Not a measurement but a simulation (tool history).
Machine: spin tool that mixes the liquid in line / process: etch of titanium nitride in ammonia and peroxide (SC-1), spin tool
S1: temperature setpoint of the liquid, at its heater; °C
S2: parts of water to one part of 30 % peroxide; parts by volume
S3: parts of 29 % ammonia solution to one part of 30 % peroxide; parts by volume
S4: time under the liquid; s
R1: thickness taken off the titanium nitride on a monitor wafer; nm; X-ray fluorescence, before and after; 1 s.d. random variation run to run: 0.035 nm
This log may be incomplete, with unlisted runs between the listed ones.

run  hour    S1    S2   S3   S4      R1
  1     0    55    28  0.5  320  8.3991
  2   0.7    55  32.5  0.5  320  7.7304
  3   1.7  53.5  32.5  0.5  320  6.8947
  4   3.1    50  32.5  0.5  320  5.4401
  5   7.6  49.5  32.5  0.5  320  5.3329
  6  15.8    49  32.5  0.5  320  5.1592
  7    18  48.5  32.5  0.5  320  4.9106
  8  22.8    48  32.5  0.5  320  4.7267

Estimate the outcome of run 9 from the log above:
  9  31.9  47  32.5  0.5  320   ?

Logged for run 9: R1 4.4731 nm.
